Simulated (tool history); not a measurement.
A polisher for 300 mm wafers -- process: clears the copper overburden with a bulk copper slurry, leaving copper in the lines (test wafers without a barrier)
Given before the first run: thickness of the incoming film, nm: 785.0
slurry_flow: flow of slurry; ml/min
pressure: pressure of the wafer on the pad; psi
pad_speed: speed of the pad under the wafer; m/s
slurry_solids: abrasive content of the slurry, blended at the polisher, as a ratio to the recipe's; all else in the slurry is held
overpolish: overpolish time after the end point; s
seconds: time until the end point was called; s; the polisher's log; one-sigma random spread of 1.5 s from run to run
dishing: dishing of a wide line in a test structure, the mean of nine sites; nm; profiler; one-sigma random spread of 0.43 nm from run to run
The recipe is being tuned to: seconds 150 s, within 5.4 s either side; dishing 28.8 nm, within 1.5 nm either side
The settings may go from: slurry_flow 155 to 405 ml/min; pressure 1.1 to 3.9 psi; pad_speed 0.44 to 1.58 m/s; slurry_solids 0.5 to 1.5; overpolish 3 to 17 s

{"run": 1, "day": 0.0, "slurry_flow": 260, "pressure": 2.5, "pad_speed": 1, "slurry_solids": 1, "overpolish": 9, "seconds": 113.73, "dishing": 46.619}
{"run": 2, "day": 0.038, "slurry_flow": 260, "pressure": 2.5, "pad_speed": 1.2, "slurry_solids": 1, "overpolish": 9, "seconds": 95.249, "dishing": 54.06}
{"run": 3, "day": 0.154, "slurry_flow": 260, "pressure": 2.5, "pad_speed": 0.96, "slurry_solids": 1, "overpolish": 9, "seconds": 115.82, "dishing": 45.9}
{"run": 4, "day": 0.292, "slurry_flow": 260, "pressure": 2.3, "pad_speed": 0.96, "slurry_solids": 1, "overpolish": 8, "seconds": 126.3, "dishing": 36.788}
{"run": 5, "day": 0.354, "slurry_flow": 260, "pressure": 2.2, "pad_speed": 0.96, "slurry_solids": 1, "overpolish": 8, "seconds": 132.11, "dishing": 36.781}
{"run": 6, "day": 0.7, "slurry_flow": 260, "pressure": 2.2, "pad_speed": 0.96, "slurry_solids": 1, "overpolish": 11, "seconds": 132.76, "dishing": 48.204}
{"run": 7, "day": 0.742, "slurry_flow": 265, "pressure": 2.1, "pad_speed": 0.96, "slurry_solids": 1, "overpolish": 10, "seconds": 138.65, "dishing": 41.855}
{"run": 8, "day": 0.775, "slurry_flow": 265, "pressure": 2, "pad_speed": 0.96, "slurry_solids": 1, "overpolish": 9, "seconds": 142.91, "dishing": 37.47}
{"run": 9, "day": 1.021, "slurry_flow": 265, "pressure": 2, "pad_speed": 0.96, "slurry_solids": 1, "overpolish": 8, "seconds": 144.3, "dishing": 33.215}
{"run": 10, "day": 1.271, "slurry_flow": 265, "pressure": 2, "pad_speed": 0.96, "slurry_solids": 1, "overpolish": 8, "seconds": 145.89, "dishing": 33.484}

5 next moves are on the table. One of them brings every result within its allowed miss. Which?
{"run": "A", "day": 1.521, "slurry_flow": 300, "pressure": 1.9, "pad_speed": 1.02, "slurry_solids": 1.1, "overpolish": 7, "seconds": "?", "dishing": "?"}
{"run": "B", "day": 1.521, "slurry_flow": 260, "pressure": 2.8, "pad_speed": 0.72, "slurry_solids": 0.9, "overpolish": 9, "seconds": "?", "dishing": "?"}
{"run": "C", "day": 1.521, "slurry_flow": 200, "pressure": 1.8, "pad_speed": 1.1, "slurry_solids": 1.1, "overpolish": 9, "seconds": "?", "dishing": "?"}
{"run": "D", "day": 1.521, "slurry_flow": 260, "pressure": 1.5, "pad_speed": 1.26, "slurry_solids": 1, "overpolish": 7, "seconds": "?", "dishing": "?"}
{"run": "E", "day": 1.521, "slurry_flow": 170, "pressure": 2.3, "pad_speed": 0.9, "slurry_solids": 1.1, "overpolish": 9, "seconds": "?", "dishing": "?"}

move=A seconds=139.1 dishing=31.058
move=B seconds=141.4 dishing=38.957
move=C seconds=141.9 dishing=37.623
move=D seconds=146.76 dishing=29.188
move=E seconds=139 dishing=39.011
A: moves toward the targets from the last run without getting all of them in spec
B: misses by more than the last run did
C: misses by more than the last run did
D: all results in spec
E: misses by more than the last run did
Answer: D
